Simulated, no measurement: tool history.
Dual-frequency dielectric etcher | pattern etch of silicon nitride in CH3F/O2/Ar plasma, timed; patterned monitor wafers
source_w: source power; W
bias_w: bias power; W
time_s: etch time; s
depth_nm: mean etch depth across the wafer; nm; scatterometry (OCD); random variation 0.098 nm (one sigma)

run,day,source_w,bias_w,time_s,depth_nm
1,0,500,62,45.5,30.728
2,0.208,480,62,45.5,29.987
3,0.396,540,62,45.5,31.853
4,0.6,510,62,45.5,31.065
5,0.779,510,70,45.5,32.298
6,0.896,480,70,45.5,31.045
7,1.196,460,70,45.5,30.609
8,1.288,440,70,45.5,29.912

The next listed run, before its measurement:
9,1.312,430,70,45.5,?

{"run 9": {"depth_nm": 29.679}}
